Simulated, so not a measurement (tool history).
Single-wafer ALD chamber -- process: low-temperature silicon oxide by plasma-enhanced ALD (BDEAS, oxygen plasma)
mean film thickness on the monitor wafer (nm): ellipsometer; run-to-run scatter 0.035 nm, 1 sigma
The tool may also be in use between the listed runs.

run,hour,heater temperature setpoint (°C),number of ALD cycles (cycles),mean film thickness on the monitor wafer (nm)
1,0.0,100,61,8.2237
2,5.7,100,55,7.4122
3,10.8,99,57,7.7387
4,17.2,98,59,7.9756
5,25.4,98,61,8.2503
6,28.3,97,63,8.5439
7,35.3,97,64,8.7442

Predict the results of run 8:
8,37.9,96,65,?

{"run 8": {"mean film thickness on the monitor wafer (nm)": 8.916}}

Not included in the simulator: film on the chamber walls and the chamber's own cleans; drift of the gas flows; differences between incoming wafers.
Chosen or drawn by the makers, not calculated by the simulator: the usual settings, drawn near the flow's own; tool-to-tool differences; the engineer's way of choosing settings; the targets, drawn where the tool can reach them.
